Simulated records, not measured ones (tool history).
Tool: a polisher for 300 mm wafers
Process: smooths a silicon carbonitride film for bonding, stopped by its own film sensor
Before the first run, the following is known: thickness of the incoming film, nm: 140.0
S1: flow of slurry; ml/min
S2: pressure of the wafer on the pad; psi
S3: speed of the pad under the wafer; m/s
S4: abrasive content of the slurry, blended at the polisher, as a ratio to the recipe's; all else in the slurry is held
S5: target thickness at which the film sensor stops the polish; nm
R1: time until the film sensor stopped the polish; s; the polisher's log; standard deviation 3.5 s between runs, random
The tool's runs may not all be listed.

Run 1, day 0.000: S1 285 ml/min, S2 2.5 psi, S3 0.70 m/s, S4 1.00, S5 119 nm. Result: R1 84.226 s.
Run 2, day 0.038: S1 285 ml/min, S2 2.1 psi, S3 0.60 m/s, S4 0.95, S5 119 nm. Result: R1 116.450 s.
Run 3, day 0.375: S1 285 ml/min, S2 2.5 psi, S3 0.60 m/s, S4 0.95, S5 119 nm. Result: R1 98.537 s.
Run 4, day 0.742: S1 285 ml/min, S2 2.1 psi, S3 0.52 m/s, S4 0.90, S5 119 nm. Result: R1 130.780 s.
Run 5, day 0.975: S1 285 ml/min, S2 1.8 psi, S3 0.46 m/s, S4 0.85, S5 119 nm. Result: R1 168.210 s.
Run 6, day 1.233: S1 335 ml/min, S2 1.8 psi, S3 0.46 m/s, S4 0.85, S5 119 nm. Result: R1 168.000 s.

What will run 7 give?
Run 7, day 1.546: S1 335 ml/min, S2 1.6 psi, S3 0.42 m/s, S4 0.85, S5 119 nm. Result: R1 ?.

Run 7 produced R1 204.800 s.

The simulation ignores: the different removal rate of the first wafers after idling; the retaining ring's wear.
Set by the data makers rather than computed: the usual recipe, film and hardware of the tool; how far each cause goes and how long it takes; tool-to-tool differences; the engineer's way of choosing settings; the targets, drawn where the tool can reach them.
